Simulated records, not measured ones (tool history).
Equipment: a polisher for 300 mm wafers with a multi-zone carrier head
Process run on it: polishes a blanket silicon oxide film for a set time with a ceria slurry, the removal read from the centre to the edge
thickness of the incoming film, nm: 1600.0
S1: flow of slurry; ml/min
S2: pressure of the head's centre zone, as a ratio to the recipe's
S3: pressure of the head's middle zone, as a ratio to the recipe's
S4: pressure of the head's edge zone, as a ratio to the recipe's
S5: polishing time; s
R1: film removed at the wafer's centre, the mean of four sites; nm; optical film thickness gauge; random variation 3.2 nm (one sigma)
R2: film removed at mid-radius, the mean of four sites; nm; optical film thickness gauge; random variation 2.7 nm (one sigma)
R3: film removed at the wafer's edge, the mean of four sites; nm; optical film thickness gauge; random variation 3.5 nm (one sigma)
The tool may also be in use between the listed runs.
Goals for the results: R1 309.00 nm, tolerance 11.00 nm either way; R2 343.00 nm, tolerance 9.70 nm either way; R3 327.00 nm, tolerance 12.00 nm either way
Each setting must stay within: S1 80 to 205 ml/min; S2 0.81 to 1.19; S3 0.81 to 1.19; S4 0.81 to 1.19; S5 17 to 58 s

| run | hour | S1 | S2 | S3 | S4 | S5 | R1 | R2 | R3 |
|---|---|---|---|---|---|---|---|---|---|
| 1 | 0.0 | 135 | 1.00 | 1.00 | 1.00 | 37 | 242.90 | 222.22 | 221.22 |
| 2 | 1.1 | 150 | 1.00 | 1.00 | 1.00 | 37 | 245.70 | 226.42 | 225.64 |
| 3 | 9.1 | 120 | 1.00 | 1.00 | 1.00 | 37 | 234.05 | 217.12 | 217.89 |
| 4 | 16.8 | 120 | 1.00 | 1.00 | 1.00 | 42 | 258.66 | 247.22 | 248.16 |
| 5 | 20.9 | 130 | 0.99 | 1.03 | 1.03 | 43 | 272.10 | 262.44 | 258.98 |
| 6 | 27.7 | 130 | 0.99 | 0.98 | 1.03 | 43 | 277.02 | 248.75 | 262.04 |
|  | 36.3 | centre zone pressure recalibrated |
| 7 | 36.3 | 135 | 0.97 | 1.01 | 1.05 | 44 | 251.17 | 263.45 | 272.62 |
| 8 | 40.9 | 145 | 0.98 | 1.03 | 1.06 | 45 | 258.87 | 278.37 | 279.99 |

4 candidate next runs follow, results not yet known. Just one meets every target within its allowed miss. Identify it.
| A | 45.5 | 140 | 0.98 | 0.98 | 1.14 | 56 | ? | ? | ? |
| B | 45.5 | 140 | 0.97 | 1.02 | 1.06 | 35 | ? | ? | ? |
| C | 45.5 | 195 | 0.98 | 1.10 | 1.08 | 51 | ? | ? | ? |
| D | 45.5 | 135 | 0.95 | 1.01 | 1.13 | 35 | ? | ? | ? |

| move | R1 | R2 | R3 |
|---|---|---|---|
| A | 330.47 | 326.97 | 355.34 |
| B | 204.71 | 210.73 | 214.41 |
| C | 317.68 | 341.32 | 325.83 |
| D | 199.63 | 207.95 | 220.17 |
A: moves toward the targets from the last run without getting all of them in spec
B: misses by more than the last run did
C: in spec on every target
D: misses by more than the last run did
So the answer is move C, the one that meets all the targets.

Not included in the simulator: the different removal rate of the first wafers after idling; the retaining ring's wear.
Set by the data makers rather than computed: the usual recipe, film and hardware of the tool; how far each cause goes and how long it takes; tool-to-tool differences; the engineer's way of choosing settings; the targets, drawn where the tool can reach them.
